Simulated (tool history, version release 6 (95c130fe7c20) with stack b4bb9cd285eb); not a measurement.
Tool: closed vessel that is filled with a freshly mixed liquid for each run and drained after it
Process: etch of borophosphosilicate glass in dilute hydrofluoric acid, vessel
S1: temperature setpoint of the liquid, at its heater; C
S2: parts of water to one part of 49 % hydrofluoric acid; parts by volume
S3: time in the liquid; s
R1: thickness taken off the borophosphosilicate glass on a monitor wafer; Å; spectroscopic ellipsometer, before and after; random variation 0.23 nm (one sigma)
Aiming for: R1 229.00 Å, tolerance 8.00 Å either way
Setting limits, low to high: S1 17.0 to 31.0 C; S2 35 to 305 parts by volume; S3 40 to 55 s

run	hour	S1	S2	S3	R1
1	0.0	23.0	170	55	157.49
2	6.6	23.0	205	55	124.37
3	9.8	24.5	195	55	139.23
4	13.6	25.5	185	55	155.96
5	16.6	25.5	185	55	156.67
6	22.1	28.0	185	55	170.61
7	30.6	28.5	180	55	179.49
8	32.1	29.0	175	55	189.34
9	37.2	29.5	170	55	199.92

Consider the 5 candidate settings below. Which is the only one whose results all fall within their allowed miss of target?
A	42.3	31.0	170	55	?
B	42.3	30.0	160	45	?
C	42.3	31.0	135	50	?
D	42.3	28.0	145	55	?
E	42.3	30.0	165	55	?

move	R1
A	207.87
B	176.71
C	249.35
D	225.95
E	208.09
A: gains on the last run, yet a result remains outside its allowed miss
B: its largest miss is bigger than the last run's
C: the result that was furthest off in the last run now lies on the other side of its target
D: every result within its allowed miss
E: gains on the last run, yet a result remains outside its allowed miss
D meets every target.
